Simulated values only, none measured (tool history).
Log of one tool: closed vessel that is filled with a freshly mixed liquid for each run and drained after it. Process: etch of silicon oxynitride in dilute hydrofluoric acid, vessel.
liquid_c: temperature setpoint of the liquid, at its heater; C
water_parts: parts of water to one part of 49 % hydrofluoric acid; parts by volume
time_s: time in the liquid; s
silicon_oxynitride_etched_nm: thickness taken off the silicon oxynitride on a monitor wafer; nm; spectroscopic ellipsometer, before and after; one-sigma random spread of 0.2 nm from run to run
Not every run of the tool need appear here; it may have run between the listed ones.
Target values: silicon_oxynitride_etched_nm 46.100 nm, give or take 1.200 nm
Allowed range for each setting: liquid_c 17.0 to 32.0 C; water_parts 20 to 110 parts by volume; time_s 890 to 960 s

run  hour  liquid_c  water_parts  time_s  silicon_oxynitride_etched_nm
  1   0.0      24.0           60     890                        21.912
  2   6.8      26.0           55     890                        26.736
  3  13.8      27.5           55     890                        28.334
  4  22.9      27.5           55     960                        30.488
  5  26.2      28.5           50     960                        35.408
  6  30.8      28.5           60     960                        29.259
  7  33.7      29.5           55     960                        33.841
  8  38.1      30.0           50     960                        38.371

Exactly one of the 4 candidate moves below puts every result within its allowed miss. Which one?
  A  42.5      30.5           60     890                             ?
  B  42.5      28.0           40     940                             ?
  C  42.5      26.5           35     955                             ?
  D  42.5      32.0           45     895                             ?

move  silicon_oxynitride_etched_nm
   A                        30.035
   B                        43.176
   C                        46.847
   D                        43.855
A: moves away from the targets compared with the last run
B: closes in on the targets versus the last run, not all within tolerance yet
C: in spec on every target
D: closes in on the targets versus the last run, not all within tolerance yet
C is the move that brings every result within its allowed miss.

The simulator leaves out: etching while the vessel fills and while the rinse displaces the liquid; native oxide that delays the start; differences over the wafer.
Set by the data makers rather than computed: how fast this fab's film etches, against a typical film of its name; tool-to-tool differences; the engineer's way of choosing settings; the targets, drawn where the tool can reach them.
